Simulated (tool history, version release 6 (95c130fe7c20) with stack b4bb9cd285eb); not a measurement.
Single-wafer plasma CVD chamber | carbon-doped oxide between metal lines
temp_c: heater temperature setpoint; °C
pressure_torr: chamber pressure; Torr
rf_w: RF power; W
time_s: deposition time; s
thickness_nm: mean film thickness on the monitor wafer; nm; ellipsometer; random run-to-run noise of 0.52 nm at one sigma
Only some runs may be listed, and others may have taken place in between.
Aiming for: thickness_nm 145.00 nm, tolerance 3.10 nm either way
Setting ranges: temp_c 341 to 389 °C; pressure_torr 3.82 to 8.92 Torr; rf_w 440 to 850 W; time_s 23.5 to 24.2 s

| run | hour | temp_c | pressure_torr | rf_w | time_s | thickness_nm |
|---|---|---|---|---|---|---|
| 1 | 0.0 | 365 | 6.37 | 645 | 23.5 | 131.78 |
| 2 | 2.5 | 365 | 6.37 | 645 | 23.5 | 130.86 |
| 3 | 8.4 | 365 | 6.78 | 645 | 23.5 | 131.14 |
| 4 | 10.8 | 365 | 6.38 | 645 | 23.5 | 130.93 |
| 5 | 17.2 | 359 | 6.38 | 645 | 23.5 | 133.78 |
| 6 | 20.7 | 359 | 6.38 | 580 | 23.5 | 125.08 |
| 7 | 28.1 | 358 | 6.40 | 595 | 23.5 | 127.88 |
| 8 | 36.5 | 357 | 6.43 | 605 | 23.5 | 129.02 |

Next run, 4 choices. One meets every target within its allowed miss, the rest don't. Which?
| A | 44.9 | 360 | 5.13 | 650 | 24.2 | ? |
| B | 44.9 | 348 | 5.95 | 640 | 23.9 | ? |
| C | 44.9 | 356 | 6.60 | 690 | 24.2 | ? |
| D | 44.9 | 350 | 5.44 | 615 | 24.2 | ? |

| move | thickness_nm |
|---|---|
| A | 134.51 |
| B | 139.14 |
| C | 144.47 |
| D | 135.62 |
A: nearer the targets than the last run, but a result is still out of spec
B: nearer the targets than the last run, but a result is still out of spec
C: in spec on every target
D: nearer the targets than the last run, but a result is still out of spec
Answer: C
